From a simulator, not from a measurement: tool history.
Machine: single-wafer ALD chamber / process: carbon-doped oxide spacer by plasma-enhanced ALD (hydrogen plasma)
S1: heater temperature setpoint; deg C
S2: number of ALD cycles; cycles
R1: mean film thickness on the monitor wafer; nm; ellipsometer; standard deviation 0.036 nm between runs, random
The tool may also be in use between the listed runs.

Run 1, hour 0.0: S1 415 deg C, S2 210 cycles. Result: R1 9.4814 nm.
Run 2, hour 2.0: S1 417 deg C, S2 209 cycles. Result: R1 9.3796 nm.
Run 3, hour 4.6: S1 417 deg C, S2 223 cycles. Result: R1 10.0800 nm.
Run 4, hour 12.1: S1 412 deg C, S2 223 cycles. Result: R1 10.2200 nm.
Run 5, hour 15.4: S1 415 deg C, S2 220 cycles. Result: R1 9.9125 nm.
Run 6, hour 19.0: S1 420 deg C, S2 220 cycles. Result: R1 9.7920 nm.
Run 7, hour 27.9: S1 432 deg C, S2 201 cycles. Result: R1 8.6458 nm.

Predict the results of run 8:
Run 8, hour 36.9: S1 431 deg C, S2 201 cycles. Result: R1 ?.

R1: 8.6691 nm

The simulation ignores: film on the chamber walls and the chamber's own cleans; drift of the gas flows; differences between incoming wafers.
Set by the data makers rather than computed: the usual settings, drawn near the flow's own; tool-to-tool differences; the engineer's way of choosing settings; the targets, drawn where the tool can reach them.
